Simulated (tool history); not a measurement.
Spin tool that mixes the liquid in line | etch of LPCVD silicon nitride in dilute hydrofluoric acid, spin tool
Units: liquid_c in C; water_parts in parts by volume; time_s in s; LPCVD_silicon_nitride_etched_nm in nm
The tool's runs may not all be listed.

run    day  liquid_c  water_parts  time_s  LPCVD_silicon_nitride_etched_nm
  1      0        23           60      40                          0.29138
  2  0.167        25           50      40                          0.40608
  3  0.321        27           50      40                          0.48318
  4    0.6        27           50      40                          0.47444
  5  0.942        27           50      20                           0.2362
  6  1.175        28           45      25                          0.36647

Run 7 comes next. What will it give?
  7  1.442        28           45      25                                ?

Run 7 gave LPCVD_silicon_nitride_etched_nm 0.34805 nm.
